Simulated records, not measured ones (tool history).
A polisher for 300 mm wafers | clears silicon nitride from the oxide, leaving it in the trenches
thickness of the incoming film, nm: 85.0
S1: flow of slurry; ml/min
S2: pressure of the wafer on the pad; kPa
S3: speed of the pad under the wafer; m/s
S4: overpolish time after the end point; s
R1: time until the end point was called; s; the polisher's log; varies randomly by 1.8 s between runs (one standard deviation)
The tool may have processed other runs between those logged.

run,day,S1,S2,S3,S4,R1
1,0,235,24.1,0.8,12,95.521
2,0.3,235,24.1,0.88,12,85.699
3,0.379,205,24.1,0.88,12,87.037
4,0.658,205,24.1,0.88,9,86.589
5,0.983,205,24.1,1.02,9,74.892
6,1.329,205,20.7,0.98,9,88.38
7,1.6,205,17.9,0.94,9,103.36
# day 1.633: worn pad replaced by a new one
8,1.633,205,15.9,0.92,9,103.03

Run 9, settings as shown, results not yet in. Your forecast:
9,1.796,205,14.5,0.86,9,?

R1: 113.23 s
